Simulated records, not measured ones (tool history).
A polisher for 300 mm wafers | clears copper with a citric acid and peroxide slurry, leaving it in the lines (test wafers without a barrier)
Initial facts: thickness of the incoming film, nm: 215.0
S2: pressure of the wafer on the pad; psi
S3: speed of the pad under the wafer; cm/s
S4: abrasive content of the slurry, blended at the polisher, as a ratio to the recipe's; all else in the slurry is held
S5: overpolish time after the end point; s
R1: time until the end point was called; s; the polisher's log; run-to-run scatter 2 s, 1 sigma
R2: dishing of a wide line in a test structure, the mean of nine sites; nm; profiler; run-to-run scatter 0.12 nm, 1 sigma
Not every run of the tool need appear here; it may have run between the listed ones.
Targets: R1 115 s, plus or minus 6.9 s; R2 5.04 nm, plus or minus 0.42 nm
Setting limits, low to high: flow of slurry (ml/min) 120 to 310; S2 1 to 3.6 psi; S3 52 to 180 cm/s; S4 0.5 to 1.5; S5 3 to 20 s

run 1 hour=0 | flow_of_slurry_(ml/min)=200 S2=2.3 S3=116 S4=1 S5=10 | R1=108.44 R2=15.898
run 2 hour=3.6 | flow_of_slurry_(ml/min)=200 S2=2.3 S3=116 S4=1 S5=7 | R1=109.47 R2=12.193
run 3 hour=6.6 | flow_of_slurry_(ml/min)=200 S2=2.8 S3=116 S4=1 S5=7 | R1=92.541 R2=13.66
run 4 hour=7.9 | flow_of_slurry_(ml/min)=190 S2=3 S3=100 S4=0.95 S5=6 | R1=96.592 R2=11.758
run 5 hour=15.3 | flow_of_slurry_(ml/min)=170 S2=3.1 S3=88 S4=0.85 S5=5 | R1=106.16 R2=8.7949
run 6 hour=16.8 | flow_of_slurry_(ml/min)=155 S2=3.2 S3=82 S4=0.75 S5=4 | R1=113.32 R2=6.6888
run 7 hour=25.1 | flow_of_slurry_(ml/min)=150 S2=3.3 S3=82 S4=0.7 S5=4 | R1=113.97 R2=6.7879
run 8 hour=33.7 | flow_of_slurry_(ml/min)=140 S2=3.4 S3=80 S4=0.65 S5=4 | R1=114.32 R2=6.6372
run 9 hour=37.4 | flow_of_slurry_(ml/min)=135 S2=3.5 S3=78 S4=0.6 S5=4 | R1=116.22 R2=6.5152
run 10 hour=42.4 | flow_of_slurry_(ml/min)=120 S2=3.5 S3=78 S4=0.5 S5=3 | R1=121.49 R2=4.7722

Of the 4 settings listed for the next run, only one would bring every result within its allowed miss of target. Which one?
run A hour=47.4 | flow_of_slurry_(ml/min)=120 S2=3.6 S3=72 S4=0.5 S5=3 | R1=? R2=?
run B hour=47.4 | flow_of_slurry_(ml/min)=150 S2=3.6 S3=80 S4=0.5 S5=3 | R1=? R2=?
run C hour=47.4 | flow_of_slurry_(ml/min)=135 S2=3.6 S3=64 S4=0.55 S5=3 | R1=? R2=?
run D hour=47.4 | flow_of_slurry_(ml/min)=120 S2=3.1 S3=88 S4=0.5 S5=4 | R1=? R2=?

move=A R1=124.05 R2=4.6727
move=B R1=111.14 R2=5.2011
move=C R1=131.21 R2=4.4232
move=D R1=122.53 R2=6.2521
A: further off than the last run
B: each result inside its tolerance
C: further off than the last run
D: further off than the last run
The right move is B.
